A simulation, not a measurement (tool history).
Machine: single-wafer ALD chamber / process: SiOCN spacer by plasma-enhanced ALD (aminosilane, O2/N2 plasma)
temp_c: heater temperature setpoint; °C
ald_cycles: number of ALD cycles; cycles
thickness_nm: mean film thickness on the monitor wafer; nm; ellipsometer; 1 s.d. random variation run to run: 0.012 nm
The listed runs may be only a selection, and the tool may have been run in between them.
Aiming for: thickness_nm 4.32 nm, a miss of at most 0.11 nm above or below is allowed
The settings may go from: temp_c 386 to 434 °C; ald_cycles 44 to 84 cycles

| run | hour | temp_c | ald_cycles | thickness_nm |
|---|---|---|---|---|
| 1 | 0 | 410 | 64 | 3.6779 |
| 2 | 6.4 | 409 | 66 | 3.7967 |
| 3 | 7.8 | 399 | 66 | 3.9389 |
| 4 | 16.5 | 398 | 67 | 3.9917 |
| 5 | 21.5 | 398 | 59 | 3.5236 |
| 6 | 29.7 | 397 | 61 | 3.6492 |
| 7 | 32.8 | 396 | 63 | 3.7728 |
| 8 | 39.7 | 395 | 64 | 3.8301 |
| 9 | 41.8 | 395 | 65 | 3.9011 |
|  | 49.7 | thermocouple changed; heater temperature recalibrated |
| 10 | 49.7 | 394 | 66 | 3.9608 |
| 11 | 55 | 394 | 67 | 3.9982 |
| 12 | 57 | 394 | 68 | 4.0755 |
| 13 | 62.2 | 394 | 68 | 4.0771 |
| 14 | 65.5 | 394 | 68 | 4.0943 |
| 15 | 68.6 | 394 | 69 | 4.1234 |

Exactly one of the 5 candidate moves below puts every result within its allowed miss. Which one?
| A | 71.7 | 386 | 72 | ? |
| B | 71.7 | 398 | 68 | ? |
| C | 71.7 | 404 | 69 | ? |
| D | 71.7 | 389 | 65 | ? |
| E | 71.7 | 390 | 77 | ? |

| move | thickness_nm |
|---|---|
| A | 4.3087 |
| B | 4.0693 |
| C | 4.0813 |
| D | 3.8898 |
| E | 4.6079 |
A: every result lands within tolerance
B: misses by more than the last run did
C: misses by more than the last run did
D: misses by more than the last run did
E: pushes the last run's worst result past its target
A is the move that brings every result within its allowed miss.
